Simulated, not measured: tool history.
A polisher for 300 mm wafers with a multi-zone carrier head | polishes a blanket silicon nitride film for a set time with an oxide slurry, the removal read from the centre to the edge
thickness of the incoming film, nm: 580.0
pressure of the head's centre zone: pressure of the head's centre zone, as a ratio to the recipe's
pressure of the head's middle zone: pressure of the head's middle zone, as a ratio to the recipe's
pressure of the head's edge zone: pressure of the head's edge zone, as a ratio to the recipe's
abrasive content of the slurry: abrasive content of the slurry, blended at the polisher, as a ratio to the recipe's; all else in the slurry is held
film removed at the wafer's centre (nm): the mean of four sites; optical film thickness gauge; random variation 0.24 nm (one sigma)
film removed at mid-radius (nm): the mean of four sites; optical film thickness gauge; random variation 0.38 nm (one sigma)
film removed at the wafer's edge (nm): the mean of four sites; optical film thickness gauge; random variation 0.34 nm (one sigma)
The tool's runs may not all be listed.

run    day  flow of slurry (ml/min)  pressure of the head's centre zone  pressure of the head's middle zone  pressure of the head's edge zone  abrasive content of the slurry  polishing time (s)  film removed at the wafer's centre (nm)  film removed at mid-radius (nm)  film removed at the wafer's edge (nm)
  1      0                      205                                   1                                   1                                 1                               1                  47                                    27.59                           27.727                                 28.008
  2  0.062                      205                                   1                                   1                                 1                               1                  41                                   23.882                           24.011                                 23.629
  3  0.271                      225                                1.03                                1.05                              0.98                            1.15                  42                                   27.738                           28.145                                 26.012
  4  0.475                      240                                1.05                                1.09                              0.98                            1.25                  43                                    30.35                           30.425                                 28.179
  5  0.512                      240                                0.98                                1.09                              0.98                            1.25                  43                                   27.834                           30.963                                 27.844
  6  0.692                      280                                0.98                                1.09                              0.98                            1.25                  43                                   29.098                           31.474                                 28.239
  7  0.888                      250                                1.08                                1.19                              0.88                             1.5                  49                                   38.194                           41.486                                 32.559

Forecast run 8:
  8  0.967                      255                                1.08                                1.19                              0.88                             1.5                  49                                        ?                                ?                                      ?

Run 8 gave film removed at the wafer's centre (nm) 38.555, film removed at mid-radius (nm) 41.228, film removed at the wafer's edge (nm) 33.081.
